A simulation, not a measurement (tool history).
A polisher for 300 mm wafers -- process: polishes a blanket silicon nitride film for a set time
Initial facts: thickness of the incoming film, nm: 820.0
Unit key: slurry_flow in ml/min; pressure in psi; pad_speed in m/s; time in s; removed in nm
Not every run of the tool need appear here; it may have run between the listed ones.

run 1 day=0 | slurry_flow=310 pressure=2.4 pad_speed=1.06 time=53 | removed=51.513
run 2 day=0.358 | slurry_flow=245 pressure=2.4 pad_speed=1.06 time=53 | removed=49.222
run 3 day=0.617 | slurry_flow=245 pressure=2.4 pad_speed=1.06 time=47 | removed=43.843
run 4 day=0.942 | slurry_flow=270 pressure=2.5 pad_speed=1.06 time=47 | removed=46.582
run 5 day=1.117 | slurry_flow=270 pressure=2.1 pad_speed=1.06 time=47 | removed=39.348
run 6 day=1.204 | slurry_flow=270 pressure=2.3 pad_speed=1.06 time=47 | removed=43.634
run 7 day=1.479 | slurry_flow=290 pressure=2.4 pad_speed=1.06 time=47 | removed=44.443
run 8 day=1.783 | slurry_flow=290 pressure=2.6 pad_speed=1.06 time=47 | removed=48.919
run 9 day=2.142 | slurry_flow=295 pressure=3.2 pad_speed=1.08 time=47 | removed=60.072
run 10 day=2.375 | slurry_flow=305 pressure=3.3 pad_speed=1.08 time=47 | removed=62.338
run 11 day=2.604 | slurry_flow=305 pressure=3.7 pad_speed=1.16 time=47 | removed=72.405
run 12 day=2.938 | slurry_flow=310 pressure=3.7 pad_speed=1.18 time=47 | removed=76.149
-- day=3.246 worn pad replaced by a new one
run 13 day=3.246 | slurry_flow=315 pressure=3.7 pad_speed=1.18 time=47 | removed=80.992
run 14 day=3.392 | slurry_flow=310 pressure=3.7 pad_speed=1.18 time=47 | removed=79.634

Run 15, settings as shown, results not yet in. Your forecast:
run 15 day=3.5 | slurry_flow=305 pressure=3.7 pad_speed=1.18 time=47 | removed=?

removed: 80.102 nm
